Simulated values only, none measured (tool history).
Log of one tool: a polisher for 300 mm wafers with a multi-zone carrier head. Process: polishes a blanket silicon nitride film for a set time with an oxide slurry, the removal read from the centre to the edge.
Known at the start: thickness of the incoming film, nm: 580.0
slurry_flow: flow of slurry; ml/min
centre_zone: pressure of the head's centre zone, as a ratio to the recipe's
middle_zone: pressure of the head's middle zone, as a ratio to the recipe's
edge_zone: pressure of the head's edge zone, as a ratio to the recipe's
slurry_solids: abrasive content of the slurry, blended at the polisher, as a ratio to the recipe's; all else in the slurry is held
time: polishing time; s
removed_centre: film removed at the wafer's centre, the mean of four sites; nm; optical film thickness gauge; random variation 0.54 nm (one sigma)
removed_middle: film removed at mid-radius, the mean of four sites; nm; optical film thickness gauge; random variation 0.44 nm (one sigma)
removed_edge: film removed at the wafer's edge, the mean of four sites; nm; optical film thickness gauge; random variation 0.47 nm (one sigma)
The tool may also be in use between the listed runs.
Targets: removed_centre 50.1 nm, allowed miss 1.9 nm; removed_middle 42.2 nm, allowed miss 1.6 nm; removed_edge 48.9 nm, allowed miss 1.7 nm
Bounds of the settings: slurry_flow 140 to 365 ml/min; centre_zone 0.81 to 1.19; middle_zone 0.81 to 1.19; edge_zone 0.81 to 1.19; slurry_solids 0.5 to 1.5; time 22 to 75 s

| run | hour | slurry_flow | centre_zone | middle_zone | edge_zone | slurry_solids | time | removed_centre | removed_middle | removed_edge |
|---|---|---|---|---|---|---|---|---|---|---|
| 1 | 0 | 235 | 1 | 1 | 1 | 1 | 48 | 41.843 | 41.668 | 42.304 |
| 2 | 5.6 | 235 | 1 | 1 | 0.95 | 1 | 48 | 41.372 | 41.859 | 41.14 |
| 3 | 7 | 235 | 1 | 1 | 0.95 | 1 | 41 | 35.345 | 35.338 | 35.714 |
| 4 | 14.4 | 235 | 1 | 0.92 | 0.95 | 1 | 41 | 35.996 | 33.776 | 35.406 |
| 5 | 17.8 | 235 | 1 | 0.92 | 0.95 | 1 | 33 | 28.494 | 27.007 | 28.996 |
| 6 | 25.8 | 235 | 1 | 0.92 | 0.87 | 1 | 33 | 28.858 | 27.504 | 26.72 |
| 7 | 33.5 | 245 | 1.03 | 0.94 | 0.91 | 1.1 | 34 | 31.591 | 29.209 | 29.789 |
| 8 | 39.6 | 250 | 1.05 | 0.96 | 0.94 | 1.2 | 36 | 35.174 | 32.516 | 32.892 |
| 9 | 43.2 | 250 | 1.07 | 0.97 | 0.98 | 1.25 | 37 | 37.942 | 33.966 | 35.301 |
| 10 | 43.8 | 260 | 1.1 | 1 | 1.08 | 1.5 | 43 | 47.178 | 42.401 | 43.972 |
| 11 | 45.1 | 270 | 1.09 | 0.9 | 1.17 | 1.5 | 47 | 50.947 | 43.421 | 51.998 |
| 12 | 47.4 | 265 | 1.09 | 0.9 | 1.16 | 1.5 | 47 | 51.648 | 43.864 | 51.142 |

Which of these 5 next moves meets every target?
| A | 49.7 | 295 | 0.94 | 0.81 | 1.19 | 1.35 | 52 | ? | ? | ? |
| B | 49.7 | 280 | 1.19 | 0.81 | 1.17 | 1.5 | 47 | ? | ? | ? |
| C | 49.7 | 265 | 1.01 | 0.92 | 1.19 | 1.45 | 49 | ? | ? | ? |
| D | 49.7 | 245 | 1.15 | 0.87 | 1.18 | 1.5 | 49 | ? | ? | ? |
| E | 49.7 | 270 | 1.1 | 0.89 | 1.14 | 1.5 | 45 | ? | ? | ? |

| move | removed_centre | removed_middle | removed_edge |
|---|---|---|---|
| A | 47.637 | 44.853 | 56.252 |
| B | 56.083 | 41.607 | 51.843 |
| C | 48.826 | 45.84 | 53.725 |
| D | 55.744 | 44.538 | 53.759 |
| E | 49.45 | 41.804 | 48.818 |
A: further off than the last run
B: further off than the last run
C: further off than the last run
D: further off than the last run
E: meets every target
Move E is the one to make.

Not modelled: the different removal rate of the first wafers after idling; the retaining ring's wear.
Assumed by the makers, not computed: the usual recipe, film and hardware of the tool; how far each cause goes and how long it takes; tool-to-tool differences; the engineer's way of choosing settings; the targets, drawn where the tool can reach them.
